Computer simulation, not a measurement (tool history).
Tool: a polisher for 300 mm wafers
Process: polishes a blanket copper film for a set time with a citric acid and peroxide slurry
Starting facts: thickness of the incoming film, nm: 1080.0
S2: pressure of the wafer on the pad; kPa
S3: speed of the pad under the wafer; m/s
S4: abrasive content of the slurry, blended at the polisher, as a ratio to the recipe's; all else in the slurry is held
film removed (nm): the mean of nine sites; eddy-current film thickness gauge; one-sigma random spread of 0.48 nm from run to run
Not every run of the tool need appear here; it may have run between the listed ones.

run 1 hour=0 | flow_of_slurry_(ml/min)=280 S2=17.2 S3=1.06 S4=1 polishing_time_(s)=35 | film_removed_(nm)=59.497
run 2 hour=8.2 | flow_of_slurry_(ml/min)=280 S2=15.9 S3=1.06 S4=1 polishing_time_(s)=35 | film_removed_(nm)=52.86
run 3 hour=9.9 | flow_of_slurry_(ml/min)=280 S2=15.9 S3=0.96 S4=1 polishing_time_(s)=35 | film_removed_(nm)=48.77
run 4 hour=10.6 | flow_of_slurry_(ml/min)=280 S2=15.9 S3=0.96 S4=1 polishing_time_(s)=35 | film_removed_(nm)=50.607
run 5 hour=17 | flow_of_slurry_(ml/min)=280 S2=20 S3=0.96 S4=1 polishing_time_(s)=35 | film_removed_(nm)=61.292
run 6 hour=24 | flow_of_slurry_(ml/min)=280 S2=18.6 S3=0.96 S4=1 polishing_time_(s)=35 | film_removed_(nm)=59.178
run 7 hour=24.9 | flow_of_slurry_(ml/min)=280 S2=17.2 S3=0.96 S4=1 polishing_time_(s)=35 | film_removed_(nm)=53.416
run 8 hour=28.7 | flow_of_slurry_(ml/min)=280 S2=15.9 S3=0.96 S4=1 polishing_time_(s)=35 | film_removed_(nm)=50.284

Run 9, settings as shown, results not yet in. Your forecast:
run 9 hour=31.9 | flow_of_slurry_(ml/min)=280 S2=15.2 S3=0.96 S4=1 polishing_time_(s)=35 | film_removed_(nm)=?

film removed (nm): 46.955

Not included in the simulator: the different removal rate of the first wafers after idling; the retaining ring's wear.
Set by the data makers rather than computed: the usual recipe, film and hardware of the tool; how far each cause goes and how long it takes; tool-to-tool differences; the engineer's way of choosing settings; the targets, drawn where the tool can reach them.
